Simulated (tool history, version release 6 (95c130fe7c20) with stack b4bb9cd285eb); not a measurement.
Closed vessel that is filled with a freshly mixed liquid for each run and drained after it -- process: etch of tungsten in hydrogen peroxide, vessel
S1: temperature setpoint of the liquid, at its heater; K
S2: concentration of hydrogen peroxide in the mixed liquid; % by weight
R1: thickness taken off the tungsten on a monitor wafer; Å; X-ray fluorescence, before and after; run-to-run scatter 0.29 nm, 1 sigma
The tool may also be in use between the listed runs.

Run 1, hour 0: S1 327.15 K, S2 16 % by weight, time in the liquid (s) 90. Result: R1 739.77 Å.
Run 2, hour 8.3: S1 322.65 K, S2 16 % by weight, time in the liquid (s) 90. Result: R1 561.75 Å.
Run 3, hour 15.4: S1 327.15 K, S2 16 % by weight, time in the liquid (s) 90. Result: R1 740.12 Å.
Run 4, hour 19.7: S1 327.15 K, S2 19 % by weight, time in the liquid (s) 90. Result: R1 791.85 Å.
Run 5, hour 23.5: S1 327.15 K, S2 19 % by weight, time in the liquid (s) 90. Result: R1 800.21 Å.
Run 6, hour 26.1: S1 322.65 K, S2 19 % by weight, time in the liquid (s) 90. Result: R1 606.91 Å.
Run 7, hour 34.6: S1 319.65 K, S2 19 % by weight, time in the liquid (s) 90. Result: R1 511.24 Å.

What will run 8 give?
Run 8, hour 40.3: S1 311.65 K, S2 19 % by weight, time in the liquid (s) 90. Result: R1 ?.

R1: 300.29 Å
